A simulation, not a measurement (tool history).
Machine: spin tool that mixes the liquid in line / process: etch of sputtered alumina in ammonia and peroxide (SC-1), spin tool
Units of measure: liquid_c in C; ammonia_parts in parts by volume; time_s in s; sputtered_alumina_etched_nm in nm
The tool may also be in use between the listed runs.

run	hour	liquid_c	ammonia_parts	time_s	sputtered_alumina_etched_nm
1	0.0	52.0	0.50	295	13.973
2	4.9	52.0	0.50	315	14.644
3	6.7	54.0	0.50	315	16.482
4	7.7	55.5	0.50	315	17.712
5	9.3	55.5	0.55	315	17.638
6	14.6	56.5	0.55	315	19.040
7	16.3	57.0	0.55	315	19.403
8	21.0	57.5	0.55	315	20.211

Forecast run 9:
9	27.1	58.0	0.55	315	?

Run 9 measured sputtered_alumina_etched_nm 20.184 nm.

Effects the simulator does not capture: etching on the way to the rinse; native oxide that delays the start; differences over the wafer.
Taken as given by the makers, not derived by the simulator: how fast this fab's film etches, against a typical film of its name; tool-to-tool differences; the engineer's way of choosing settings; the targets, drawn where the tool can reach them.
